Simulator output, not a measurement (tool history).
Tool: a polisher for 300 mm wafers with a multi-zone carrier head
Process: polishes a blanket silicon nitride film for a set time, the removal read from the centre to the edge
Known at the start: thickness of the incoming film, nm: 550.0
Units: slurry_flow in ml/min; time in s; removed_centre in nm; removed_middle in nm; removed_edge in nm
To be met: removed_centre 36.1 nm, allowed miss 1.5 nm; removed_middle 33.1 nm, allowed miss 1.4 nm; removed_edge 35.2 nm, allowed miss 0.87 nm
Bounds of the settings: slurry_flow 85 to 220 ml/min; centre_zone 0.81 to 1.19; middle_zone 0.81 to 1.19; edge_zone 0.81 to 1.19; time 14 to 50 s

{"run": 1, "hour": 0.0, "slurry_flow": 140, "centre_zone": 1, "middle_zone": 1, "edge_zone": 1, "time": 32, "removed_centre": 52.346, "removed_middle": 55.604, "removed_edge": 56.358}
{"run": 2, "hour": 7.2, "slurry_flow": 125, "centre_zone": 1, "middle_zone": 1, "edge_zone": 1, "time": 32, "removed_centre": 51.786, "removed_middle": 53.951, "removed_edge": 55.46}
{"run": 3, "hour": 7.9, "slurry_flow": 120, "centre_zone": 1, "middle_zone": 0.98, "edge_zone": 0.97, "time": 30, "removed_centre": 48.682, "removed_middle": 50.582, "removed_edge": 50.803}
{"run": 4, "hour": 11.8, "slurry_flow": 115, "centre_zone": 1, "middle_zone": 0.95, "edge_zone": 0.96, "time": 28, "removed_centre": 43.654, "removed_middle": 45.384, "removed_edge": 47.448}
{"run": 5, "hour": 13.1, "slurry_flow": 115, "centre_zone": 1.06, "middle_zone": 0.95, "edge_zone": 0.96, "time": 28, "removed_centre": 47.693, "removed_middle": 44.944, "removed_edge": 47.285}
{"hour": 21.6, "done": "centre zone pressure recalibrated"}
{"run": 6, "hour": 21.6, "slurry_flow": 115, "centre_zone": 0.99, "middle_zone": 0.95, "edge_zone": 0.96, "time": 28, "removed_centre": 48.454, "removed_middle": 45.069, "removed_edge": 46.89}
{"run": 7, "hour": 25.3, "slurry_flow": 115, "centre_zone": 0.99, "middle_zone": 0.95, "edge_zone": 0.96, "time": 28, "removed_centre": 48.571, "removed_middle": 45.262, "removed_edge": 47.719}
{"run": 8, "hour": 27.6, "slurry_flow": 110, "centre_zone": 1, "middle_zone": 0.95, "edge_zone": 0.97, "time": 26, "removed_centre": 46.381, "removed_middle": 41.127, "removed_edge": 44.019}
{"run": 9, "hour": 29.9, "slurry_flow": 90, "centre_zone": 0.93, "middle_zone": 0.91, "edge_zone": 0.88, "time": 20, "removed_centre": 29.999, "removed_middle": 28.825, "removed_edge": 31.081}
{"run": 10, "hour": 33.5, "slurry_flow": 100, "centre_zone": 0.94, "middle_zone": 0.91, "edge_zone": 0.88, "time": 20, "removed_centre": 32.226, "removed_middle": 29.761, "removed_edge": 31.86}
{"run": 11, "hour": 41.0, "slurry_flow": 105, "centre_zone": 0.94, "middle_zone": 0.91, "edge_zone": 0.89, "time": 20, "removed_centre": 32.491, "removed_middle": 30.183, "removed_edge": 32.411}
{"run": 12, "hour": 49.3, "slurry_flow": 110, "centre_zone": 0.94, "middle_zone": 0.91, "edge_zone": 0.9, "time": 20, "removed_centre": 32.645, "removed_middle": 30.365, "removed_edge": 33.087}
{"run": 13, "hour": 54.9, "slurry_flow": 110, "centre_zone": 0.94, "middle_zone": 0.91, "edge_zone": 0.9, "time": 20, "removed_centre": 33.194, "removed_middle": 30.694, "removed_edge": 32.207}
{"run": 14, "hour": 63.6, "slurry_flow": 110, "centre_zone": 0.95, "middle_zone": 0.92, "edge_zone": 0.91, "time": 20, "removed_centre": 33.273, "removed_middle": 30.058, "removed_edge": 32.685}
{"run": 15, "hour": 66.8, "slurry_flow": 115, "centre_zone": 0.95, "middle_zone": 0.93, "edge_zone": 0.92, "time": 20, "removed_centre": 33.888, "removed_middle": 31.63, "removed_edge": 33.056}
{"run": 16, "hour": 68.9, "slurry_flow": 115, "centre_zone": 0.95, "middle_zone": 0.93, "edge_zone": 0.93, "time": 20, "removed_centre": 33.223, "removed_middle": 32.299, "removed_edge": 33.042}
{"run": 17, "hour": 73.0, "slurry_flow": 115, "centre_zone": 0.95, "middle_zone": 0.92, "edge_zone": 0.94, "time": 20, "removed_centre": 33.425, "removed_middle": 30.594, "removed_edge": 33.671}
{"run": 18, "hour": 75.6, "slurry_flow": 120, "centre_zone": 0.96, "middle_zone": 0.92, "edge_zone": 0.94, "time": 20, "removed_centre": 34.017, "removed_middle": 31.796, "removed_edge": 33.279}
{"run": 19, "hour": 81.8, "slurry_flow": 120, "centre_zone": 0.96, "middle_zone": 0.92, "edge_zone": 0.95, "time": 20, "removed_centre": 35.111, "removed_middle": 31.926, "removed_edge": 33.701}
{"run": 20, "hour": 84.5, "slurry_flow": 120, "centre_zone": 0.96, "middle_zone": 0.92, "edge_zone": 0.96, "time": 20, "removed_centre": 33.596, "removed_middle": 31.356, "removed_edge": 33.791}
{"run": 21, "hour": 91.5, "slurry_flow": 125, "centre_zone": 0.97, "middle_zone": 0.92, "edge_zone": 0.96, "time": 20, "removed_centre": 34.758, "removed_middle": 31.217, "removed_edge": 34.024}
{"run": 22, "hour": 99.6, "slurry_flow": 125, "centre_zone": 0.97, "middle_zone": 0.93, "edge_zone": 0.97, "time": 20, "removed_centre": 35.078, "removed_middle": 32.076, "removed_edge": 34.173}

5 next moves are on the table. One of them brings every result within its allowed miss. Which?
{"run": "A", "hour": 107.7, "slurry_flow": 160, "centre_zone": 0.96, "middle_zone": 1.06, "edge_zone": 0.88, "time": 20, "removed_centre": "?", "removed_middle": "?", "removed_edge": "?"}
{"run": "B", "hour": 107.7, "slurry_flow": 135, "centre_zone": 1.01, "middle_zone": 0.93, "edge_zone": 0.98, "time": 19, "removed_centre": "?", "removed_middle": "?", "removed_edge": "?"}
{"run": "C", "hour": 107.7, "slurry_flow": 120, "centre_zone": 1.01, "middle_zone": 0.97, "edge_zone": 1.03, "time": 20, "removed_centre": "?", "removed_middle": "?", "removed_edge": "?"}
{"run": "D", "hour": 107.7, "slurry_flow": 85, "centre_zone": 0.93, "middle_zone": 0.87, "edge_zone": 0.94, "time": 24, "removed_centre": "?", "removed_middle": "?", "removed_edge": "?"}
{"run": "E", "hour": 107.7, "slurry_flow": 130, "centre_zone": 1.1, "middle_zone": 1, "edge_zone": 0.94, "time": 19, "removed_centre": "?", "removed_middle": "?", "removed_edge": "?"}

move=A removed_centre=36.362 removed_middle=37.826 removed_edge=33.82
move=B removed_centre=35.169 removed_middle=31.264 removed_edge=33.156
move=C removed_centre=36.123 removed_middle=33.354 removed_edge=35.19
move=D removed_centre=36.625 removed_middle=33.99 removed_edge=38.495
move=E removed_centre=38.05 removed_middle=32.989 removed_edge=32.322
A: further off than the last run
B: further off than the last run
C: meets every target
D: takes the result that was furthest off past its target
E: further off than the last run
The right move is C.
